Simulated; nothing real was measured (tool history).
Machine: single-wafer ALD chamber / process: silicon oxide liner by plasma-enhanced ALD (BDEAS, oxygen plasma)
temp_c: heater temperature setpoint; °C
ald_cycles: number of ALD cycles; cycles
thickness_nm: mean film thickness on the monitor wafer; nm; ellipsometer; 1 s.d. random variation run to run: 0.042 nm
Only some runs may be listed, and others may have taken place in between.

| run | hour | temp_c | ald_cycles | thickness_nm |
|---|---|---|---|---|
| 1 | 0.0 | 320 | 82 | 7.6630 |
| 2 | 6.0 | 320 | 86 | 8.0986 |
| 3 | 13.9 | 326 | 86 | 8.0551 |
| 4 | 19.2 | 326 | 79 | 7.3668 |
| 5 | 22.8 | 326 | 84 | 7.8461 |
| 6 | 25.5 | 326 | 88 | 8.1950 |
| 7 | 26.1 | 326 | 91 | 8.4260 |

The next listed run, before its measurement:
| 8 | 29.1 | 326 | 94 | ? |

Run 8 yielded thickness_nm 8.7123 nm.

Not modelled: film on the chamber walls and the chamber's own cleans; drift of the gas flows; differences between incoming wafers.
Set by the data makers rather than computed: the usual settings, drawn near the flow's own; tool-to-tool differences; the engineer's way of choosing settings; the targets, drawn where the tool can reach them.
